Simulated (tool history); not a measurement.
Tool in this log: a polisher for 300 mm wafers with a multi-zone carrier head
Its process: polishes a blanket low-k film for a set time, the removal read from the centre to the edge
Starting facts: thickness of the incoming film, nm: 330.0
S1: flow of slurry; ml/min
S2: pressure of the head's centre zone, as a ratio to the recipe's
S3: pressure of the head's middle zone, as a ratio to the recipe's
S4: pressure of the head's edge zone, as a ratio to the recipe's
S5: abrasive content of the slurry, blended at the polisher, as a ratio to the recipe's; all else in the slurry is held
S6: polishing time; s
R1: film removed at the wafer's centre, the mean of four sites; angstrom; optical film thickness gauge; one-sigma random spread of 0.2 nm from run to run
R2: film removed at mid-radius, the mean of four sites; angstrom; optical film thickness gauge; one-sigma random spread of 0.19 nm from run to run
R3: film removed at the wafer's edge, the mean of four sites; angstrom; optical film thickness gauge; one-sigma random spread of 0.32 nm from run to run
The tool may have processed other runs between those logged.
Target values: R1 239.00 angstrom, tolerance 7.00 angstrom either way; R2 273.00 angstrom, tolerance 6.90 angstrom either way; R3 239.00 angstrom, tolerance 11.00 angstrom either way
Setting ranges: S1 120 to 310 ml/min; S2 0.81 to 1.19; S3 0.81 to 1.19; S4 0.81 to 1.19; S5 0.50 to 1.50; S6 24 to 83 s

run 1 hour=0.0 | S1=200 S2=1.00 S3=1.00 S4=1.00 S5=1.00 S6=53 | R1=176.82 R2=175.35 R3=178.19
run 2 hour=8.1 | S1=215 S2=1.01 S3=1.05 S4=1.02 S5=1.15 S6=53 | R1=188.69 R2=195.39 R3=189.04
run 3 hour=14.5 | S1=225 S2=1.02 S3=1.08 S4=1.04 S5=1.25 S6=54 | R1=205.32 R2=209.52 R3=198.31
run 4 hour=19.2 | S1=225 S2=0.94 S3=1.08 S4=1.04 S5=1.25 S6=54 | R1=184.52 R2=210.53 R3=201.74
run 5 hour=27.9 | S1=225 S2=0.94 S3=1.08 S4=1.11 S5=1.25 S6=54 | R1=188.19 R2=207.82 R3=210.17
run 6 hour=33.5 | S1=225 S2=0.94 S3=1.08 S4=1.11 S5=1.25 S6=65 | R1=222.08 R2=253.55 R3=245.68
run 7 hour=41.8 | S1=240 S2=0.95 S3=1.10 S4=1.10 S5=1.25 S6=65 | R1=227.24 R2=259.00 R3=248.97
run 8 hour=44.2 | S1=245 S2=0.96 S3=1.12 S4=1.08 S5=1.25 S6=65 | R1=227.47 R2=260.43 R3=250.01
run 9 hour=49.1 | S1=240 S2=0.98 S3=1.14 S4=1.05 S5=1.25 S6=65 | R1=237.51 R2=265.79 R3=241.22

Pick the move, out of 4, that brings all results within their allowed miss; only one does.
run A hour=54.0 | S1=280 S2=1.00 S3=1.09 S4=1.05 S5=1.20 S6=64 | R1=? R2=? R3=?
run B hour=54.0 | S1=250 S2=1.03 S3=1.11 S4=1.19 S5=1.20 S6=64 | R1=? R2=? R3=?
run C hour=54.0 | S1=240 S2=0.98 S3=1.00 S4=1.01 S5=1.45 S6=65 | R1=? R2=? R3=?
run D hour=54.0 | S1=165 S2=0.99 S3=1.17 S4=0.97 S5=1.30 S6=67 | R1=? R2=? R3=?

move=A R1=235.86 R2=252.90 R3=237.67
move=B R1=240.32 R2=253.88 R3=250.13
move=C R1=247.86 R2=254.19 R3=252.13
move=D R1=238.18 R2=274.36 R3=238.11
A: moves away from the targets compared with the last run
B: moves away from the targets compared with the last run
C: moves away from the targets compared with the last run
D: every result within its allowed miss
D is the move that brings every result within its allowed miss.
